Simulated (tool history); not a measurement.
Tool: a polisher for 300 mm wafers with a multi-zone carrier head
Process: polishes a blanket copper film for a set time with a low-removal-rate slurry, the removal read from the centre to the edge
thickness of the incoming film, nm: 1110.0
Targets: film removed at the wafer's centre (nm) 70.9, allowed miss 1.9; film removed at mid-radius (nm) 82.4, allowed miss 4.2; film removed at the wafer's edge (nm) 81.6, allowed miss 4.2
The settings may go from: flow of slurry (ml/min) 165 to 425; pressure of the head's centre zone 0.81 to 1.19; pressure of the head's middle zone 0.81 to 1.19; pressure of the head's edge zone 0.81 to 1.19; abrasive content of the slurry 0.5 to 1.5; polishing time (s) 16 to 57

run,day,flow of slurry (ml/min),pressure of the head's centre zone,pressure of the head's middle zone,pressure of the head's edge zone,abrasive content of the slurry,polishing time (s),film removed at the wafer's centre (nm),film removed at mid-radius (nm),film removed at the wafer's edge (nm)
1,0,275,1,1,1,1,36,113.7,115.72,120.03
2,0.042,275,1,0.96,1,1,36,114.01,113.23,118.12
3,0.279,270,0.97,0.95,0.98,0.9,35,103.01,106.19,111.06
4,0.362,270,0.97,0.88,0.98,0.9,35,104.64,97.474,110.86
5,0.508,270,0.95,0.89,0.95,0.8,34,95.639,94.093,103.88
6,0.571,270,0.94,0.9,0.93,0.75,33,90.432,89.243,95.123
7,0.704,265,0.91,0.9,0.92,0.7,33,84.896,85.614,97.05
8,0.908,275,0.9,0.93,0.9,0.65,32,80.067,85.103,89.424
9,1.167,275,0.89,0.94,0.89,0.65,32,79.236,87.477,87.29
10,1.392,270,0.88,0.94,0.88,0.65,32,77.428,84.796,88.531
11,1.696,270,0.87,0.95,0.87,0.6,32,74.714,83.953,87.103
12,1.754,270,0.87,0.95,0.86,0.6,32,74.66,82.732,85.397
13,1.838,270,0.87,0.96,0.85,0.6,32,74.55,81.252,86.164
14,2.129,280,0.87,0.97,0.85,0.6,32,74.949,84.238,84.336
15,2.162,280,0.87,0.97,0.84,0.6,32,76.504,84.711,85.17
16,2.533,275,0.87,0.98,0.84,0.6,32,75.261,85.872,83.645
17,2.888,275,0.87,0.98,0.84,0.6,32,75.154,85.787,85.281
18,2.942,275,0.87,0.98,0.84,0.6,32,75.792,85.358,84.397
19,3.304,270,0.86,0.98,0.83,0.6,32,74.223,86.71,84.193

5 next moves are on the table. One of them brings every result within its allowed miss. Which?
A,3.667,235,0.83,0.82,0.85,0.5,33,?,?,?
B,3.667,220,0.92,1.07,0.81,0.6,29,?,?,?
C,3.667,255,0.81,0.99,0.88,0.55,31,?,?,?
D,3.667,215,0.9,1.03,0.92,0.5,32,?,?,?
E,3.667,275,0.9,0.85,0.85,0.55,32,?,?,?

move,film removed at the wafer's centre (nm),film removed at mid-radius (nm),film removed at the wafer's edge (nm)
A,68.273,71.871,79.349
B,70.672,82.29,72.472
C,65.519,81.519,78.666
D,71.167,82.244,78.719
E,75.76,75.336,80.641
A: takes the result that was furthest off past its target
B: brings the result that was furthest off to its target, and leaves another outside
C: takes the result that was furthest off past its target
D: meets every target
E: further off than the last run
Answer: D
